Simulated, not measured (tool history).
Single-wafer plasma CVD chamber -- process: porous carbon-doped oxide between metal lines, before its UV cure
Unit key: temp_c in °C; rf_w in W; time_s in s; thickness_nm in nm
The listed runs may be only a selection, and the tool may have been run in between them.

run  hour  temp_c  rf_w  time_s  thickness_nm
  1     0     320   615    29.4        154.14
  2     5     320   660    29.4        163.95
  3   9.5     320   715    29.4        175.31
  4  11.2     327   715    29.4        168.75
  5  15.7     321   715    29.4        172.96
  6  17.2     321   715    29.4        173.18
     22.2  -- thermocouple changed; heater temperature recalibrated
  7  22.2     314   720    29.4         185.8
  8  29.2     312   720    29.4        188.07
  9    31     310   720    29.4        190.02
 10  35.5     308   720    29.4        192.84

Expected results for the next run?
 11  39.2     307   720    29.4             ?

Run 11 yielded thickness_nm 193.66 nm.
